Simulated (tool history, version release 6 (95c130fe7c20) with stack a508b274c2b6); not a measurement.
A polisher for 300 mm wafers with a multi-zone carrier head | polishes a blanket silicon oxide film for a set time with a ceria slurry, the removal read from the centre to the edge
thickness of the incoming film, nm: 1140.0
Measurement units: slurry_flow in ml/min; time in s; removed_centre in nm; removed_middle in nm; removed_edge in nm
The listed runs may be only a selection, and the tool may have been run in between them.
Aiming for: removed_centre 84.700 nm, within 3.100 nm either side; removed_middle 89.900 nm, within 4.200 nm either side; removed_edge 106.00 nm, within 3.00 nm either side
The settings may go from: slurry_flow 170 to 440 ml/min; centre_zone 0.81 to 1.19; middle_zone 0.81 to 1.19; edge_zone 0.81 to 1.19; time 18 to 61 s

run,day,slurry_flow,centre_zone,middle_zone,edge_zone,time,removed_centre,removed_middle,removed_edge
1,0.000,280,1.00,1.00,1.00,39,178.870,182.600,177.55
2,0.250,280,1.00,1.00,1.00,32,145.310,148.680,144.44
3,0.292,275,0.98,0.98,1.00,31,137.160,141.040,139.55
4,0.642,275,0.98,0.98,0.94,31,136.430,142.220,137.27
5,0.862,270,0.96,0.96,0.95,30,129.820,134.730,132.25
6,1.217,265,0.94,0.95,0.97,29,124.940,127.580,129.37
7,1.275,255,0.92,0.95,1.00,28,116.120,124.480,127.21
8,1.525,250,0.91,0.93,1.00,27,108.120,114.050,122.00
9,1.742,205,0.81,0.83,0.90,25,89.713,94.926,105.50
10,1.804,200,0.81,0.83,0.91,25,87.027,95.408,107.03
11,1.917,200,0.81,0.83,0.92,25,86.635,95.610,104.79
12,2.292,210,0.81,0.83,0.93,25,88.627,94.379,106.82
13,2.458,205,0.81,0.83,0.94,25,88.089,94.880,109.33
14,2.617,205,0.81,0.83,0.94,25,87.828,96.192,107.04
15,2.700,210,0.81,0.83,0.95,25,87.542,93.511,109.19

Of the 5 settings listed for the next run, only one would bring every result within its allowed miss of target. Which one?
A,2.783,315,0.81,0.81,1.00,23,?,?,?
B,2.783,205,0.83,0.87,0.96,25,?,?,?
C,2.783,285,0.87,0.81,1.03,24,?,?,?
D,2.783,170,0.81,0.90,0.95,25,?,?,?
E,2.783,200,0.81,0.81,1.09,24,?,?,?

move,removed_centre,removed_middle,removed_edge
A,84.361,90.408,107.48
B,88.392,98.547,109.79
C,93.516,93.314,112.87
D,82.931,97.861,106.44
E,82.373,88.844,111.89
A: all results in spec
B: misses by more than the last run did
C: misses by more than the last run did
D: meets the target for the result that was furthest off, but another lies outside its allowed miss
E: misses by more than the last run did
The right move is A.
